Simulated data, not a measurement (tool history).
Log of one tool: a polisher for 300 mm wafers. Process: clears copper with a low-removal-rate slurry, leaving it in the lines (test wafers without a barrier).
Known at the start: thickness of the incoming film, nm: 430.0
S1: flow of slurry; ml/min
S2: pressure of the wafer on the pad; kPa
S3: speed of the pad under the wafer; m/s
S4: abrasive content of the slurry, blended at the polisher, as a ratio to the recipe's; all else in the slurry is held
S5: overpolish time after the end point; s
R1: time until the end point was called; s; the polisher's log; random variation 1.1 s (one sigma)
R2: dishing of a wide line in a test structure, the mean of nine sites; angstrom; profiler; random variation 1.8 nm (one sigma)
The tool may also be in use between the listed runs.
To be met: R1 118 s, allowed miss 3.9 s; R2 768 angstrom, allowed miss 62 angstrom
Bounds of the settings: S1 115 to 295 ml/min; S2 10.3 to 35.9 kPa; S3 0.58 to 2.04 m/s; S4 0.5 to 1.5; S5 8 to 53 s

{"run": 1, "hour": 0.0, "S1": 190, "S2": 22.8, "S3": 1.3, "S4": 1, "S5": 27, "R1": 93.833, "R2": 692.1}
{"run": 2, "hour": 3.2, "S1": 190, "S2": 22.8, "S3": 1.14, "S4": 1, "S5": 27, "R1": 104.59, "R2": 616.83}
{"run": 3, "hour": 5.0, "S1": 190, "S2": 22.8, "S3": 1.14, "S4": 0.9, "S5": 27, "R1": 110.09, "R2": 631.53}
{"run": 4, "hour": 5.8, "S1": 190, "S2": 22.8, "S3": 1.14, "S4": 0.9, "S5": 29, "R1": 107.24, "R2": 636.51}
{"run": 5, "hour": 13.9, "S1": 185, "S2": 22.1, "S3": 1.14, "S4": 0.9, "S5": 32, "R1": 110.55, "R2": 667.27}
{"run": 6, "hour": 17.5, "S1": 185, "S2": 22.1, "S3": 0.94, "S4": 0.9, "S5": 32, "R1": 133.9, "R2": 555.5}
{"run": 7, "hour": 25.3, "S1": 190, "S2": 22.8, "S3": 0.94, "S4": 0.9, "S5": 34, "R1": 131.78, "R2": 621.23}
{"run": 8, "hour": 33.1, "S1": 195, "S2": 26.2, "S3": 0.94, "S4": 0.9, "S5": 38, "R1": 112.15, "R2": 785.76}

Which of these 5 next moves meets every target?
{"run": "A", "hour": 40.9, "S1": 175, "S2": 25.5, "S3": 1.12, "S4": 0.8, "S5": 33, "R1": "?", "R2": "?"}
{"run": "B", "hour": 40.9, "S1": 205, "S2": 24.8, "S3": 1, "S4": 1.1, "S5": 45, "R1": "?", "R2": "?"}
{"run": "C", "hour": 40.9, "S1": 155, "S2": 24.8, "S3": 0.9, "S4": 1.1, "S5": 34, "R1": "?", "R2": "?"}
{"run": "D", "hour": 40.9, "S1": 190, "S2": 26.9, "S3": 1.02, "S4": 0.5, "S5": 39, "R1": "?", "R2": "?"}
{"run": "E", "hour": 40.9, "S1": 170, "S2": 22.1, "S3": 1.1, "S4": 1.2, "S5": 40, "R1": "?", "R2": "?"}

move=A R1=100.48 R2=752.73
move=B R1=104 R2=897.06
move=C R1=120.51 R2=674.76
move=D R1=115.65 R2=769.73
move=E R1=107.25 R2=808.11
A: further off than the last run
B: further off than the last run
C: brings the result that was furthest off to its target, and leaves another outside
D: meets every target
E: further off than the last run
Move D is the one to make.
